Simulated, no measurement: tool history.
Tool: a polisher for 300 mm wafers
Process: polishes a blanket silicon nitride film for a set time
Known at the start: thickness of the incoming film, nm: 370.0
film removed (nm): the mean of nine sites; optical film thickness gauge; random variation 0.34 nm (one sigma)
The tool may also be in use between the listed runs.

run	hour	flow of slurry (ml/min)	pressure of the wafer on the pad (kPa)	speed of the pad under the wafer (m/s)	polishing time (s)	film removed (nm)
1	0	145	20	0.86	27	35.239
2	1.1	170	20	0.86	27	36.085
3	3.5	170	20	0.98	27	38.451
4	5.1	170	17.9	0.96	27	34.712
5	6	190	17.9	0.96	27	34.607
6	7	190	17.9	1.18	27	40.102

Forecast run 7:
7	15	190	15.9	1.16	27	?

Run 7 gave film removed (nm) 35.155.
